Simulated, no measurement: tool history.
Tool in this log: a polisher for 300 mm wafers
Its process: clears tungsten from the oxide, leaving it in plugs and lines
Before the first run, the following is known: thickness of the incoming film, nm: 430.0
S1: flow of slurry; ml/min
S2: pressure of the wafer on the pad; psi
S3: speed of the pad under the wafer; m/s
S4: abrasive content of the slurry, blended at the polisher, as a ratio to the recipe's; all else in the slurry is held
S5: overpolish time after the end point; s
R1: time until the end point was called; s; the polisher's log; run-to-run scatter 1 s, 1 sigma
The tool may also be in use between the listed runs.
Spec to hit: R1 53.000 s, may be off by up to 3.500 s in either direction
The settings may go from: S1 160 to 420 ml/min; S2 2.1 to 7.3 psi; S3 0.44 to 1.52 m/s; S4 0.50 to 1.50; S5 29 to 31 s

| run | hour | S1 | S2 | S3 | S4 | S5 | R1 |
|---|---|---|---|---|---|---|---|
| 1 | 0.0 | 270 | 4.7 | 0.98 | 1.00 | 29 | 72.396 |
| 2 | 4.2 | 270 | 4.8 | 0.98 | 1.00 | 29 | 74.696 |
| 3 | 10.0 | 270 | 5.0 | 0.98 | 1.00 | 29 | 72.429 |
| 4 | 11.4 | 270 | 5.0 | 0.98 | 0.85 | 29 | 74.294 |
| 5 | 15.9 | 205 | 5.0 | 0.98 | 0.85 | 29 | 78.221 |
| 6 | 18.5 | 205 | 5.0 | 0.98 | 1.05 | 29 | 71.991 |
| 7 | 20.6 | 205 | 5.1 | 0.98 | 1.05 | 29 | 69.201 |
| 8 | 28.1 | 205 | 5.2 | 0.98 | 1.05 | 29 | 66.706 |
| 9 | 33.0 | 205 | 5.3 | 0.98 | 1.05 | 29 | 68.342 |
| 10 | 39.0 | 205 | 5.4 | 0.98 | 1.05 | 29 | 65.733 |
| 11 | 45.6 | 205 | 5.5 | 0.98 | 1.05 | 29 | 63.280 |
| 12 | 48.8 | 205 | 5.6 | 0.98 | 1.05 | 29 | 62.010 |
| 13 | 51.0 | 205 | 5.7 | 0.98 | 1.05 | 29 | 61.814 |
| 14 | 58.9 | 205 | 5.7 | 0.98 | 1.05 | 29 | 63.764 |
| 15 | 60.7 | 205 | 5.8 | 0.98 | 1.05 | 29 | 62.370 |
| 16 | 63.1 | 205 | 5.9 | 0.98 | 1.05 | 29 | 61.890 |

Which single option among these 4 for the next run brings every result within its allowed miss of target? Just one does.
| A | 65.5 | 200 | 6.1 | 0.70 | 0.95 | 29 | ? |
| B | 65.5 | 205 | 5.8 | 1.34 | 1.20 | 31 | ? |
| C | 65.5 | 220 | 6.5 | 1.14 | 1.10 | 31 | ? |
| D | 65.5 | 230 | 6.6 | 1.00 | 1.05 | 29 | ? |

| move | R1 |
|---|---|
| A | 82.865 |
| B | 45.194 |
| C | 48.217 |
| D | 54.089 |
A: moves away from the targets compared with the last run
B: takes the result that was furthest off past its target
C: takes the result that was furthest off past its target
D: meets every target
The right move is D.

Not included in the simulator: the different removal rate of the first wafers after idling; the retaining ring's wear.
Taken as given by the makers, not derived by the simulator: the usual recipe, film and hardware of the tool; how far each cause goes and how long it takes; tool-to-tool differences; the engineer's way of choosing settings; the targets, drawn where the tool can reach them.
